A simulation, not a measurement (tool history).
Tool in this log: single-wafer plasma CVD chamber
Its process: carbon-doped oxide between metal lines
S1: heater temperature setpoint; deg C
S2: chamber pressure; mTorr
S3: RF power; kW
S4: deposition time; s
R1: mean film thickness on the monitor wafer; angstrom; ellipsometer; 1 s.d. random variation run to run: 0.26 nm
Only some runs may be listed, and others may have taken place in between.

run	hour	S1	S2	S3	S4	R1
1	0	340	5170	0.55	21.7	1151.7
2	7.7	342	5020	0.535	21.7	1124.6
3	10.6	343	4890	0.52	21.7	1090.3
4	12.8	344	4730	0.51	21.7	1066.9
5	17.2	345	4570	0.505	21.7	1048.5
6	24.6	349	4570	0.505	21.7	1031.4
7	31.8	350	4440	0.5	21.7	1018.3
8	38	360	3450	0.435	21.7	852.76
9	39.8	359	3490	0.435	21.7	855.83
10	41.3	358	3530	0.435	21.7	857.8

Estimate the outcome of run 11 from the log above:
11	46.6	357	3580	0.435	21.7	?

Run 11 measured R1 863.22 angstrom.

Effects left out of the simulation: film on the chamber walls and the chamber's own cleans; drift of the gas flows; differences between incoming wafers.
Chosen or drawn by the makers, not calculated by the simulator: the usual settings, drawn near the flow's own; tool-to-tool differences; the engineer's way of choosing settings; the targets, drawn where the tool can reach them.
